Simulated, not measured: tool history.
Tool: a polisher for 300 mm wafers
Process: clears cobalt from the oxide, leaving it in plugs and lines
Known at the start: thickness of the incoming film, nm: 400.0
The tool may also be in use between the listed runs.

| run | hour | flow of slurry (ml/min) | pressure of the wafer on the pad (psi) | speed of the pad under the wafer (cm/s) | overpolish time after the end point (s) | time until the end point was called (s) | dishing of a wide line in a test structure (angstrom) |
|---|---|---|---|---|---|---|---|
| 1 | 0.0 | 185 | 1.8 | 104 | 12 | 81.579 | 382.41 |
| 2 | 4.1 | 185 | 1.8 | 104 | 7 | 83.407 | 265.35 |
| 3 | 4.9 | 185 | 2.0 | 108 | 8 | 74.880 | 320.21 |
| 4 | 7.5 | 190 | 2.2 | 112 | 8 | 64.604 | 346.59 |
| 5 | 16.3 | 190 | 2.4 | 114 | 8 | 58.118 | 373.82 |
| 6 | 18.9 | 190 | 2.5 | 114 | 8 | 56.562 | 382.66 |
| 7 | 25.5 | 190 | 2.6 | 114 | 8 | 53.858 | 393.56 |
| 8 | 29.7 | 190 | 2.6 | 114 | 9 | 54.200 | 420.79 |
| 9 | 34.5 | 190 | 2.7 | 114 | 9 | 52.302 | 427.14 |

Run 10 comes next. What will it give?
| 10 | 35.2 | 190 | 2.8 | 114 | 9 | ? | ? |

Run 10 gave time until the end point was called (s) 51.226, dishing of a wide line in a test structure (angstrom) 423.79.

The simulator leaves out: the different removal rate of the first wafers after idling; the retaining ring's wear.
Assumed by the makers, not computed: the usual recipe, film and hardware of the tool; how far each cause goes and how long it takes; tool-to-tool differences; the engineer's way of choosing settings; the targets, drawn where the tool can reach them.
